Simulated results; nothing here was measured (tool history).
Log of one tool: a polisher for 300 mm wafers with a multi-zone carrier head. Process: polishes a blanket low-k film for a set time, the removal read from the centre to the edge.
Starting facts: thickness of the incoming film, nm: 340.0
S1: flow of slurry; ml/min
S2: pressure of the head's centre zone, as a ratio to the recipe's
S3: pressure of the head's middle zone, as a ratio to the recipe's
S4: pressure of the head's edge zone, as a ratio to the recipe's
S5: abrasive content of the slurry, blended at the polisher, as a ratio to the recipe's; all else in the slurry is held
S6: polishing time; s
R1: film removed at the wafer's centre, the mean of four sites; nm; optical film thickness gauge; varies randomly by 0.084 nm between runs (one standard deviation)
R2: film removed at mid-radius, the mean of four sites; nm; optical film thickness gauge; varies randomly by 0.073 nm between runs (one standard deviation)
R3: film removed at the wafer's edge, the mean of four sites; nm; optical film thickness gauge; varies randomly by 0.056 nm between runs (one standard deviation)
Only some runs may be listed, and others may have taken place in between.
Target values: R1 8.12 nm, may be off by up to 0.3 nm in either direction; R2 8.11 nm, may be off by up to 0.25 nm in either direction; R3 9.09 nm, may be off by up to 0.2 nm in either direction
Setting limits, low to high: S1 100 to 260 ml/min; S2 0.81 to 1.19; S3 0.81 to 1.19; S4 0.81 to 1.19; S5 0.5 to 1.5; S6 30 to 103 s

run   hour   S1    S2    S3    S4    S5  S6      R1      R2      R3
  1      0  165     1     1     1     1  66  12.848  12.682  13.088
  2    2.7  155  0.97  0.97  0.97   0.9  66  11.235  11.456   12.03
  3    9.2  150  0.96  0.94  0.94  0.85  66    10.9  10.898  11.498
  4   14.6  150  0.96  0.94  1.01  0.85  66  10.874  10.991  11.862
  5   18.1  185  0.96  0.94  1.01  0.85  66  11.623  11.811  12.305
  6   20.2  170  0.95  0.92  0.98   0.8  66  10.996  10.757  11.571
  7   21.4  160  0.93  0.91  0.95  0.75  66  10.175  10.138  10.967
  8   25.5  155  0.92   0.9  0.93   0.7  66  9.7062  9.7267  10.356
  9   30.4  145  0.91  0.88  0.91   0.7  66  9.3918  9.4244  10.171
 10   32.4  145  0.91  0.88  0.91   0.7  66  9.2592  9.2432  10.241
 11   38.9  140  0.91  0.88  0.89   0.7  66  9.0767  9.1898  9.8628
 12   42.5  135  0.91  0.87  0.88   0.7  66  9.0058  8.9974   9.835
 13   49.5  135  0.91  0.87  0.88   0.7  66  9.0295   8.874  9.7763
 14   58.2  135  0.91  0.87  0.88   0.7  66  9.2525  8.9521  9.7783
 15   62.2  130   0.9  0.86  0.87   0.7  66  8.9398  8.8026  9.6217
 16   67.5  125  0.89  0.85  0.87   0.7  66  8.6409  8.5427  9.5908
 17   71.5  125  0.89  0.85  0.87   0.7  66  8.6323  8.4053  9.6693
      77.2  -- slurry nozzle cleaned
 18   77.2  120  0.89  0.85  0.86   0.7  66  9.6108  9.4351  10.088
 19   84.6  130  0.89  0.85  0.86   0.7  66  9.7868  9.6652  10.155
 20   93.6  125  0.89  0.86  0.86   0.7  66  9.6202  9.6254  10.178
 21    101  100  0.85  0.81  0.88   0.5  65  6.8838  6.8031  7.9893
 22  105.2  120  0.85  0.81  0.88   0.5  65  7.3974  7.2252  8.2618

Below are 5 possible settings for the next run. Only one of them brings all results inside the allowed miss of their targets. Which is it?
  A  109.4  100  0.85  0.82  0.95  0.6  68   ?   ?   ?
  B  109.4  115  0.81  0.88  0.94  0.6  66   ?   ?   ?
  C  109.4  200  0.96  0.86  0.81  0.5  59   ?   ?   ?
  D  109.4  120   0.9  0.88  0.84  0.6  66   ?   ?   ?
  E  109.4  160  0.83  0.82  0.93  0.5  67   ?   ?   ?

move      R1      R2      R3
   A  8.1079  8.1538  9.4922
   B  7.9833  8.7725  9.4426
   C  8.3699  7.7555  7.6956
   D  8.7987  8.8777  9.0461
   E  8.0985  8.1498  9.0435
A: moves the result that the last run missed by most past its target, out the other side
B: moves the result that the last run missed by most past its target, out the other side
C: moves away from the targets compared with the last run
D: the furthest-off result lands on target, but another misses its tolerance
E: meets every target
E meets every target.
